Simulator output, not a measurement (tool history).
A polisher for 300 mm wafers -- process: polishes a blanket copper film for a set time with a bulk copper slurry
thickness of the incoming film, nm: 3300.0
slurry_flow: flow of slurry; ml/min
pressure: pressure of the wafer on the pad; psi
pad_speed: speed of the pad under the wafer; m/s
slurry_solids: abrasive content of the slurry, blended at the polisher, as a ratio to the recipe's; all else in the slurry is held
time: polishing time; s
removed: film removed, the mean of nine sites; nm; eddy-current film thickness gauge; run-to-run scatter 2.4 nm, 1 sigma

Run 1, hour 0: slurry_flow 195 ml/min, pressure 1.8 psi, pad_speed 1.38 m/s, slurry_solids 1, time 29 s. Result: removed 274.77 nm.
Run 2, hour 7.2: slurry_flow 195 ml/min, pressure 1.8 psi, pad_speed 1.38 m/s, slurry_solids 0.9, time 29 s. Result: removed 270.57 nm.
Run 3, hour 9.2: slurry_flow 195 ml/min, pressure 1.6 psi, pad_speed 1.36 m/s, slurry_solids 0.9, time 29 s. Result: removed 237.89 nm.
Run 4, hour 16.6: slurry_flow 195 ml/min, pressure 1.5 psi, pad_speed 1.36 m/s, slurry_solids 0.9, time 29 s. Result: removed 226.67 nm.
Run 5, hour 21: slurry_flow 195 ml/min, pressure 1.4 psi, pad_speed 1.36 m/s, slurry_solids 0.9, time 29 s. Result: removed 211.72 nm.
Run 6, hour 25.4: slurry_flow 195 ml/min, pressure 1 psi, pad_speed 1.36 m/s, slurry_solids 0.9, time 29 s. Result: removed 160.69 nm.

What does the tool deliver on the next run?
Run 7, hour 26.4: slurry_flow 200 ml/min, pressure 1.2 psi, pad_speed 1.36 m/s, slurry_solids 0.9, time 29 s. Result: removed ?.

removed: 188.82 nm

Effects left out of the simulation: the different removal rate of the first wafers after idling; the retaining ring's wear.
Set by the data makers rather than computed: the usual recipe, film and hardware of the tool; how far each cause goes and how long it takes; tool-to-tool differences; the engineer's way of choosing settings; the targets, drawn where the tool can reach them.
